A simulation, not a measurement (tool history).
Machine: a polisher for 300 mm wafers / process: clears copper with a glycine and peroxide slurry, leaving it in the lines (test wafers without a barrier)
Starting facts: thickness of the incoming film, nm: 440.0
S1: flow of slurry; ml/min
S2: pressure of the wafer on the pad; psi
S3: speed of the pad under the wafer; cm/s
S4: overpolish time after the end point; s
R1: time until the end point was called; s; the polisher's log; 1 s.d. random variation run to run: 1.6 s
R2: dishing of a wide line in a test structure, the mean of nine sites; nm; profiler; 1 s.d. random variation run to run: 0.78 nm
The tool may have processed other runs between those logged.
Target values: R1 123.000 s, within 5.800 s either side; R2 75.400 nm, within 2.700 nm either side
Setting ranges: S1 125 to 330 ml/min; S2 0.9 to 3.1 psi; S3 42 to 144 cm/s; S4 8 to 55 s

run 1 hour=0.0 | S1=210 S2=2.0 S3=92 S4=28 | R1=134.120 R2=59.920
run 2 hour=3.3 | S1=210 S2=2.0 S3=92 S4=29 | R1=139.860 R2=60.656
run 3 hour=10.9 | S1=210 S2=2.0 S3=108 S4=29 | R1=126.560 R2=63.206
run 4 hour=15.7 | S1=210 S2=2.0 S3=108 S4=20 | R1=125.220 R2=49.520
run 5 hour=24.6 | S1=210 S2=1.7 S3=108 S4=20 | R1=142.480 R2=45.836
run 6 hour=33.1 | S1=240 S2=1.7 S3=108 S4=20 | R1=138.190 R2=46.813
run 7 hour=36.6 | S1=235 S2=1.8 S3=106 S4=22 | R1=133.140 R2=50.491
run 8 hour=37.6 | S1=230 S2=1.8 S3=104 S4=24 | R1=137.030 R2=53.937
run 9 hour=42.9 | S1=235 S2=1.8 S3=104 S4=25 | R1=135.960 R2=54.916
run 10 hour=50.3 | S1=235 S2=1.8 S3=104 S4=26 | R1=135.030 R2=57.010
run 11 hour=59.3 | S1=240 S2=1.8 S3=104 S4=27 | R1=140.010 R2=57.997
run 12 hour=63.8 | S1=240 S2=2.3 S3=102 S4=35 | R1=113.460 R2=74.464

Next run, 5 choices. One meets every target within its allowed miss, the rest don't. Which?
run A hour=68.3 | S1=205 S2=2.4 S3=114 S4=30 | R1=? R2=?
run B hour=68.3 | S1=230 S2=2.4 S3=90 S4=36 | R1=? R2=?
run C hour=68.3 | S1=245 S2=2.6 S3=108 S4=34 | R1=? R2=?
run D hour=68.3 | S1=250 S2=2.2 S3=128 S4=32 | R1=? R2=?
run E hour=68.3 | S1=250 S2=2.1 S3=142 S4=35 | R1=? R2=?

move=A R1=107.120 R2=72.127
move=B R1=122.140 R2=75.129
move=C R1=102.390 R2=79.486
move=D R1=103.180 R2=75.171
move=E R1=99.495 R2=79.003
A: misses by more than the last run did
B: every result within its allowed miss
C: misses by more than the last run did
D: misses by more than the last run did
E: misses by more than the last run did
So the answer is move B, the one that meets all the targets.

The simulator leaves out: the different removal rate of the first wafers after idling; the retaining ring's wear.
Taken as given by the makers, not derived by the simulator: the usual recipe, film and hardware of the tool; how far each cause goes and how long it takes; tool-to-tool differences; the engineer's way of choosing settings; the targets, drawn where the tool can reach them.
